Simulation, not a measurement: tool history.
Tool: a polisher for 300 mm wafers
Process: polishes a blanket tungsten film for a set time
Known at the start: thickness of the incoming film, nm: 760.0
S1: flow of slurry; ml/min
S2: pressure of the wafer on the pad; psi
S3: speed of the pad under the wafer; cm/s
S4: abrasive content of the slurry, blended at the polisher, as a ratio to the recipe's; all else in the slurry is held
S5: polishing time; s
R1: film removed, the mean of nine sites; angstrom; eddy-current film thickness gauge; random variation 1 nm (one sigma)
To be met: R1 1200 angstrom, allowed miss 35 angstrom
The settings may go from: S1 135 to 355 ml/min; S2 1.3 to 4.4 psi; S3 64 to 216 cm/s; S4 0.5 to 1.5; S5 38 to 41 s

run,hour,S1,S2,S3,S4,S5,R1
1,0,225,2.8,140,1,41,1948.2
2,7.9,225,2.6,140,1,41,1831.1
3,15,225,2.6,140,0.8,41,1719.4
4,22.5,225,3,140,0.8,41,1969.7
5,27.4,250,3,140,0.8,41,1977.9
6,31.6,230,3,140,0.8,41,1979.8
7,37.8,230,2.8,140,0.8,41,1840.8
8,43.9,230,2.6,140,0.8,41,1708.6
9,45.9,230,2.4,140,0.8,41,1600.9
10,50.4,230,2.3,140,0.8,41,1514.2

Which of these 4 next moves meets every target?
A,54.9,210,2.6,112,0.55,41,?
B,54.9,290,1.9,148,1,38,?
C,54.9,190,1.9,152,0.65,39,?
D,54.9,210,1.9,130,0.95,41,?

move,R1
A,1278
B,1346.3
C,1203
D,1259.8
A: nearer than the last run, and not there yet
B: nearer than the last run, and not there yet
C: meets every target
D: nearer than the last run, and not there yet
Answer: C
